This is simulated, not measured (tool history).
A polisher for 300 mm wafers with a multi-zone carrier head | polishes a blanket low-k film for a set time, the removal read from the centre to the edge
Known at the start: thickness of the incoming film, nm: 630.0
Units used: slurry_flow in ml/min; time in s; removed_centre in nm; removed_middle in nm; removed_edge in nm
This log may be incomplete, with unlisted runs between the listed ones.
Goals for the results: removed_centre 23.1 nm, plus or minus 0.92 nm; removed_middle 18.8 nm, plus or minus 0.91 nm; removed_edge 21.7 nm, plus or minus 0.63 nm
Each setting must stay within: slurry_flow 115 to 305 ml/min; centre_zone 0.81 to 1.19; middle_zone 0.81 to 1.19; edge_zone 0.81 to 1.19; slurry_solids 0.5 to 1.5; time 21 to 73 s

run 1 hour=0 | slurry_flow=195 centre_zone=1 middle_zone=1 edge_zone=1 slurry_solids=1 time=47 | removed_centre=23.525 removed_middle=22.516 removed_edge=22.998
run 2 hour=2.8 | slurry_flow=195 centre_zone=1 middle_zone=1 edge_zone=0.97 slurry_solids=1 time=47 | removed_centre=23.018 removed_middle=22.83 removed_edge=22.855
run 3 hour=6.8 | slurry_flow=195 centre_zone=1 middle_zone=1 edge_zone=0.97 slurry_solids=1 time=38 | removed_centre=18.601 removed_middle=18.323 removed_edge=18.599
run 4 hour=9.7 | slurry_flow=195 centre_zone=1.03 middle_zone=1 edge_zone=0.97 slurry_solids=1 time=38 | removed_centre=19.189 removed_middle=18.199 removed_edge=18.406
run 5 hour=17.8 | slurry_flow=195 centre_zone=1.03 middle_zone=1 edge_zone=1.05 slurry_solids=1 time=38 | removed_centre=18.86 removed_middle=17.933 removed_edge=19.08
run 6 hour=21.4 | slurry_flow=195 centre_zone=0.95 middle_zone=1 edge_zone=1.05 slurry_solids=1 time=38 | removed_centre=17.883 removed_middle=18.166 removed_edge=19.04
run 7 hour=28.6 | slurry_flow=195 centre_zone=0.95 middle_zone=1 edge_zone=1.05 slurry_solids=1 time=38 | removed_centre=18.012 removed_middle=18.606 removed_edge=19.243
run 8 hour=32.5 | slurry_flow=200 centre_zone=0.97 middle_zone=0.99 edge_zone=1.06 slurry_solids=1 time=38 | removed_centre=18.264 removed_middle=18.123 removed_edge=19.373
run 9 hour=35.6 | slurry_flow=205 centre_zone=0.99 middle_zone=0.99 edge_zone=1.06 slurry_solids=1 time=38 | removed_centre=18.424 removed_middle=17.959 removed_edge=19.31
run 10 hour=37.7 | slurry_flow=240 centre_zone=1.09 middle_zone=0.97 edge_zone=1.16 slurry_solids=1.2 time=38 | removed_centre=22.989 removed_middle=20.585 removed_edge=23.387
run 11 hour=41.4 | slurry_flow=235 centre_zone=1.1 middle_zone=0.96 edge_zone=1.15 slurry_solids=1.2 time=38 | removed_centre=23.52 removed_middle=20.038 removed_edge=22.788
run 12 hour=47.1 | slurry_flow=230 centre_zone=1.1 middle_zone=0.96 edge_zone=1.15 slurry_solids=1.2 time=38 | removed_centre=23.78 removed_middle=20.01 removed_edge=22.91
run 13 hour=53.4 | slurry_flow=225 centre_zone=1.1 middle_zone=0.96 edge_zone=1.15 slurry_solids=1.2 time=38 | removed_centre=23.491 removed_middle=20.182 removed_edge=22.416
run 14 hour=59.9 | slurry_flow=225 centre_zone=1.1 middle_zone=0.95 edge_zone=1.15 slurry_solids=1.2 time=38 | removed_centre=23.173 removed_middle=20.038 removed_edge=22.749

Which one of the following 4 next-run settings gets every result inside its allowed miss? There is exactly one.
run A hour=66.4 | slurry_flow=255 centre_zone=1.16 middle_zone=1.06 edge_zone=1.18 slurry_solids=0.9 time=44 | removed_centre=? removed_middle=? removed_edge=?
run B hour=66.4 | slurry_flow=245 centre_zone=1.16 middle_zone=0.95 edge_zone=1.18 slurry_solids=1.15 time=36 | removed_centre=? removed_middle=? removed_edge=?
run C hour=66.4 | slurry_flow=295 centre_zone=0.98 middle_zone=0.82 edge_zone=1.19 slurry_solids=1.45 time=34 | removed_centre=? removed_middle=? removed_edge=?
run D hour=66.4 | slurry_flow=285 centre_zone=1.14 middle_zone=0.85 edge_zone=1.19 slurry_solids=1.1 time=39 | removed_centre=? removed_middle=? removed_edge=?

move=A removed_centre=23.757 removed_middle=21.417 removed_edge=22.349
move=B removed_centre=22.768 removed_middle=18.735 removed_edge=21.504
move=C removed_centre=21.05 removed_middle=17.969 removed_edge=23.298
move=D removed_centre=24.082 removed_middle=18.351 removed_edge=23.132
A: lands further from the targets than the last run did
B: all results in spec
C: lands further from the targets than the last run did
D: lands further from the targets than the last run did
Go with B: it meets all targets.
